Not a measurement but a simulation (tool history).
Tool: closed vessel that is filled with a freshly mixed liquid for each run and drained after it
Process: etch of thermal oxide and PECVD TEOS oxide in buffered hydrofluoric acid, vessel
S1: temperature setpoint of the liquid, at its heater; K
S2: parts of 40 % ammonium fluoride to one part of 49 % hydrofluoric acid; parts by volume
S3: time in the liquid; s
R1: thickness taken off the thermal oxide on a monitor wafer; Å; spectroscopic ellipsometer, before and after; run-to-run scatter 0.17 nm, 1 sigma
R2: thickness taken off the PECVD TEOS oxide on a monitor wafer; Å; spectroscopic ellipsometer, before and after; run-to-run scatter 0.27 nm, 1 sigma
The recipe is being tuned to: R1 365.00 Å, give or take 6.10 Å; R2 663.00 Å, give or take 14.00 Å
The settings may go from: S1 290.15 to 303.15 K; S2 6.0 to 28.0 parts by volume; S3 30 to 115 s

run	hour	S1	S2	S3	R1	R2
1	0.0	295.15	17.0	60	308.19	560.66
2	6.8	295.65	17.0	60	315.48	576.24
3	9.4	296.15	17.0	60	327.15	594.63
4	14.8	296.15	17.0	70	380.56	695.71
5	17.7	299.65	17.0	70	462.56	840.73
6	23.6	299.65	20.0	70	394.47	719.05
7	26.2	299.65	20.0	70	393.17	713.10
8	30.5	298.65	20.0	70	372.57	678.59

Which of these 4 next moves meets every target?
A	34.8	298.15	17.5	65	?	?
B	34.8	296.65	19.5	75	?	?
C	34.8	298.65	17.0	60	?	?
D	34.8	296.15	24.0	95	?	?

move	R1	R2
A	382.58	696.23
B	365.29	664.77
C	373.45	679.62
D	387.10	704.45
A: further off than the last run
B: all results land within tolerance of their targets
C: further off than the last run
D: further off than the last run
B is the move that brings every result within its allowed miss.
